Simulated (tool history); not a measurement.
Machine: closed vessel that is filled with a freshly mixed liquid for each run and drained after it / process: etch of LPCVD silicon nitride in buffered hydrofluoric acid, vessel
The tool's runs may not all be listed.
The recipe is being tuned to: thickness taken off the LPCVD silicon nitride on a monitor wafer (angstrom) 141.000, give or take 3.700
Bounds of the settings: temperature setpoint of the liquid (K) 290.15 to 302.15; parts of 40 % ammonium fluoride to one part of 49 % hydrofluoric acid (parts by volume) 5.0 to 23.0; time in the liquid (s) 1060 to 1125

run,hour,temperature setpoint of the liquid (K),parts of 40 % ammonium fluoride to one part of 49 % hydrofluoric acid (parts by volume),time in the liquid (s),thickness taken off the LPCVD silicon nitride on a monitor wafer (angstrom)
1,0.0,294.15,14.0,1060,93.521
2,4.7,296.65,14.0,1060,108.060
3,10.9,294.15,14.0,1060,93.262
4,13.4,294.15,14.0,1125,99.579
5,15.0,294.15,14.0,1125,99.159
6,17.9,294.15,17.0,1125,81.332
7,18.9,296.65,16.5,1125,97.318
8,22.0,298.15,16.5,1125,105.960
9,24.1,299.65,16.0,1125,117.410
10,32.4,300.65,15.5,1125,128.940
11,40.3,301.15,15.5,1125,131.250
12,46.9,301.65,15.5,1125,134.810

5 next moves are on the table. One of them brings every result within its allowed miss. Which?
A,53.5,301.15,15.0,1090,?
B,53.5,302.15,14.5,1115,?
C,53.5,302.15,15.0,1100,?
D,53.5,302.15,13.5,1075,?
E,53.5,301.65,13.5,1110,?

move,thickness taken off the LPCVD silicon nitride on a monitor wafer (angstrom)
A,130.940
B,146.020
C,139.340
D,150.980
E,151.830
A: its largest miss is bigger than the last run's
B: pushes the last run's worst result past its target
C: in spec on every target
D: pushes the last run's worst result past its target
E: pushes the last run's worst result past its target
So the answer is move C, the one that meets all the targets.
